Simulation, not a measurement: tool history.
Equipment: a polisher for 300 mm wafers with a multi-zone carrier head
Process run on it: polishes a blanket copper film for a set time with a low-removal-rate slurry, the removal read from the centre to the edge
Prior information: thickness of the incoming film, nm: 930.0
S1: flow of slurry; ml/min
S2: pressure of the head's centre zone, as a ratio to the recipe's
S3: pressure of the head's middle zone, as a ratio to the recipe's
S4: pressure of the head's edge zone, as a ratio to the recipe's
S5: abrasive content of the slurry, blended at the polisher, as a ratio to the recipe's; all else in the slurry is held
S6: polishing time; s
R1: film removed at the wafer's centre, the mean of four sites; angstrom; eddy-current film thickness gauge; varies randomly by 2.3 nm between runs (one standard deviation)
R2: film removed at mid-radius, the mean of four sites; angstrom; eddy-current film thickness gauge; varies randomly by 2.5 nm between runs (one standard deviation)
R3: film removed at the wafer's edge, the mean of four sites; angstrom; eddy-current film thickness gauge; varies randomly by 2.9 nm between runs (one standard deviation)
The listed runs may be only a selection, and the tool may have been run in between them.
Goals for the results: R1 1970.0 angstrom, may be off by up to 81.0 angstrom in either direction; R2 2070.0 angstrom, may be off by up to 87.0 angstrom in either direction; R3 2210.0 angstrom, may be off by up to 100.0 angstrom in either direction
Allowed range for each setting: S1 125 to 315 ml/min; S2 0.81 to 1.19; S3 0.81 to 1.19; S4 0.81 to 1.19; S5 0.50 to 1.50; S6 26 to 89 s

run    day   S1    S2    S3    S4    S5  S6      R1      R2      R3
  1  0.000  205  1.00  1.00  1.00  1.00  57  1519.8  1659.1  1662.5
  2  0.104  210  1.01  1.00  1.03  1.10  58  1624.7  1747.4  1770.7
  3  0.288  215  1.01  1.00  1.06  1.20  59  1688.8  1885.5  1916.7
  4  0.446  185  1.01  1.00  1.06  1.20  59  1646.1  1827.7  1869.1
     0.725  -- centre zone pressure recalibrated
  5  0.725  185  1.01  1.00  1.00  1.20  59  1855.5  1783.7  1815.5
  6  0.775  185  1.05  1.00  1.00  1.20  59  1929.7  1834.1  1782.6
  7  1.033  190  1.03  1.00  1.02  1.25  60  1937.5  1905.5  1825.8
  8  1.279  190  1.01  0.98  1.04  1.30  61  1900.4  1933.5  1988.2
  9  1.492  195  1.00  0.97  1.05  1.35  61  1976.7  1909.0  2024.8

Next run, 5 choices. One meets every target within its allowed miss, the rest don't. Which?
  A  1.704  215  0.99  0.91  1.02  1.50  66   ?   ?   ?
  B  1.704  225  0.85  0.83  1.15  1.20  74   ?   ?   ?
  C  1.704  140  1.00  1.02  1.17  1.20  69   ?   ?   ?
  D  1.704  275  0.81  0.91  1.05  1.40  72   ?   ?   ?
  E  1.704  195  1.03  0.96  1.03  1.25  63   ?   ?   ?

move      R1      R2      R3
   A  2221.4  2129.9  2241.4
   B  2020.7  2119.1  2510.1
   C  2027.8  2093.2  2227.6
   D  2017.8  2346.7  2484.8
   E  2056.5  1967.1  2014.3
A: corrects the largest miss of the last run, while another result sits out of spec
B: takes the result that was furthest off past its target
C: every result lands within tolerance
D: takes the result that was furthest off past its target
E: misses by more than the last run did
Correct choice: C, which meets every target
